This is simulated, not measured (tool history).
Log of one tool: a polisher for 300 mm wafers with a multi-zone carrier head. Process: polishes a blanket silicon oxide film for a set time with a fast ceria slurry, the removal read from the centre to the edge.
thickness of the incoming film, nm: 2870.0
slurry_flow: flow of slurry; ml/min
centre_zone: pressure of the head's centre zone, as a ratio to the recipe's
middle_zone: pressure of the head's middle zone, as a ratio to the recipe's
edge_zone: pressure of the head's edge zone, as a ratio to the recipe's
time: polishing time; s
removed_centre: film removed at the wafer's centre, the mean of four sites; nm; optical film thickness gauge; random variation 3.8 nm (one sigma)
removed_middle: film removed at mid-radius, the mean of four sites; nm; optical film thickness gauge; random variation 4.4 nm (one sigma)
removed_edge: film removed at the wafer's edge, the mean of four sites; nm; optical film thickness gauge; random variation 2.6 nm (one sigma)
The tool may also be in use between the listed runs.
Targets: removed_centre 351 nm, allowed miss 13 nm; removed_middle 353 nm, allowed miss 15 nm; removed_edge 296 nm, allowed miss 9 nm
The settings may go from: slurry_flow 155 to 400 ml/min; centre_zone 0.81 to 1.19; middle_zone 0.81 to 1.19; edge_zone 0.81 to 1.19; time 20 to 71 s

Run 1, hour 0: slurry_flow 255 ml/min, centre_zone 1, middle_zone 1, edge_zone 1, time 45 s. Result: removed_centre 571.56 nm, removed_middle 606.21 nm, removed_edge 591.07 nm.
Run 2, hour 6.5: slurry_flow 245 ml/min, centre_zone 1.01, middle_zone 1.01, edge_zone 0.98, time 42 s. Result: removed_centre 543.49 nm, removed_middle 583.51 nm, removed_edge 547.64 nm.
Run 3, hour 13.9: slurry_flow 245 ml/min, centre_zone 1.01, middle_zone 1.01, edge_zone 0.9, time 42 s. Result: removed_centre 544.12 nm, removed_middle 576.35 nm, removed_edge 532.79 nm.
Run 4, hour 21.1: slurry_flow 245 ml/min, centre_zone 1.01, middle_zone 1.01, edge_zone 0.9, time 36 s. Result: removed_centre 473.18 nm, removed_middle 488.73 nm, removed_edge 457.45 nm.
Run 5, hour 25.3: slurry_flow 245 ml/min, centre_zone 0.93, middle_zone 1.01, edge_zone 0.9, time 36 s. Result: removed_centre 436 nm, removed_middle 481.75 nm, removed_edge 455.97 nm.
At hour 30.4: slurry nozzle cleaned.
Run 6, hour 30.4: slurry_flow 235 ml/min, centre_zone 0.95, middle_zone 1.02, edge_zone 0.89, time 34 s. Result: removed_centre 432.08 nm, removed_middle 466.61 nm, removed_edge 436.23 nm.
Run 7, hour 34: slurry_flow 165 ml/min, centre_zone 1.04, middle_zone 1.07, edge_zone 0.81, time 21 s. Result: removed_centre 279.11 nm, removed_middle 291.05 nm, removed_edge 252.35 nm.
Run 8, hour 42.9: slurry_flow 185 ml/min, centre_zone 1.05, middle_zone 1.07, edge_zone 0.81, time 21 s. Result: removed_centre 283.26 nm, removed_middle 298.61 nm, removed_edge 250.53 nm.
Run 9, hour 45.4: slurry_flow 205 ml/min, centre_zone 1.05, middle_zone 1.06, edge_zone 0.82, time 21 s. Result: removed_centre 288.87 nm, removed_middle 300.72 nm, removed_edge 256.74 nm.
Run 10, hour 49.3: slurry_flow 220 ml/min, centre_zone 1.06, middle_zone 1.06, edge_zone 0.83, time 21 s. Result: removed_centre 288.89 nm, removed_middle 298.11 nm, removed_edge 256.12 nm.

Which of these 4 next moves meets every target?
Run A, hour 53.2: slurry_flow 240 ml/min, centre_zone 1.03, middle_zone 1.07, edge_zone 0.81, time 23 s. Result: removed_centre ?, removed_middle ?, removed_edge ?.
Run B, hour 53.2: slurry_flow 155 ml/min, centre_zone 1, middle_zone 0.94, edge_zone 0.94, time 25 s. Result: removed_centre ?, removed_middle ?, removed_edge ?.
Run C, hour 53.2: slurry_flow 215 ml/min, centre_zone 1.12, middle_zone 1.1, edge_zone 0.84, time 24 s. Result: removed_centre ?, removed_middle ?, removed_edge ?.
Run D, hour 53.2: slurry_flow 295 ml/min, centre_zone 1.11, middle_zone 1.12, edge_zone 0.81, time 25 s. Result: removed_centre ?, removed_middle ?, removed_edge ?.

move  removed_centre  removed_middle  removed_edge
   A          314.16          336.24        284.26
   B          312.54          311.12        315.19
   C          352.14           354.9        297.87
   D          376.46          387.41         313.4
A: nearer than the last run, and not there yet
B: nearer than the last run, and not there yet
C: meets every target
D: takes the result that was furthest off past its target
Answer: C
